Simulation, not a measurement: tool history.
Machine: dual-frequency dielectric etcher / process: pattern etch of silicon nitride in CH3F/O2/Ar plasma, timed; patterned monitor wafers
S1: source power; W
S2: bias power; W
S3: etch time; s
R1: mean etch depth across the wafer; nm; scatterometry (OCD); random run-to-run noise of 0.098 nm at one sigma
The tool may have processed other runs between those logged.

Run 1, day 0.000: S1 330 W, S2 75 W, S3 44.5 s. Result: R1 29.985 nm.
Run 2, day 0.025: S1 360 W, S2 78 W, S3 44.5 s. Result: R1 31.970 nm.
Run 3, day 0.371: S1 380 W, S2 79 W, S3 44.5 s. Result: R1 33.009 nm.
Run 4, day 0.667: S1 390 W, S2 80 W, S3 44.5 s. Result: R1 33.269 nm.
Run 5, day 0.912: S1 340 W, S2 80 W, S3 44.5 s. Result: R1 31.585 nm.
Run 6, day 1.288: S1 340 W, S2 80 W, S3 46.5 s. Result: R1 32.922 nm.

What does the tool deliver on the next run?
Run 7, day 1.388: S1 340 W, S2 80 W, S3 46.5 s. Result: R1 ?.

{"run 7": {"R1": 32.742}}
